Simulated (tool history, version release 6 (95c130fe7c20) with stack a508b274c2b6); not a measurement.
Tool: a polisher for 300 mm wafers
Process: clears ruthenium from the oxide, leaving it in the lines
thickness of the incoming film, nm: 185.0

run  hour  flow of slurry (ml/min)  pressure of the wafer on the pad (psi)  speed of the pad under the wafer (m/s)  overpolish time after the end point (s)  time until the end point was called (s)
  1   0.0                      160                                     2.1                                    1.08                                       37                                   137.12
  2   5.9                      160                                     2.2                                    1.08                                       37                                   128.59
  3  12.6                      160                                     2.2                                    1.08                                       37                                   129.40
  4  15.1                      135                                     2.2                                    1.08                                       37                                   133.15
  5  22.7                      135                                     2.3                                    1.08                                       37                                   129.98
  6  28.2                      110                                     2.3                                    1.08                                       37                                   132.16
  7  35.6                      110                                     2.4                                    1.08                                       37                                   129.56
  8  43.7                      115                                     2.5                                    1.08                                       37                                   122.41

Forecast run 9:
  9  50.3                      120                                     2.6                                    1.08                                       37                                        ?

Run 9 gave time until the end point was called (s) 116.51.
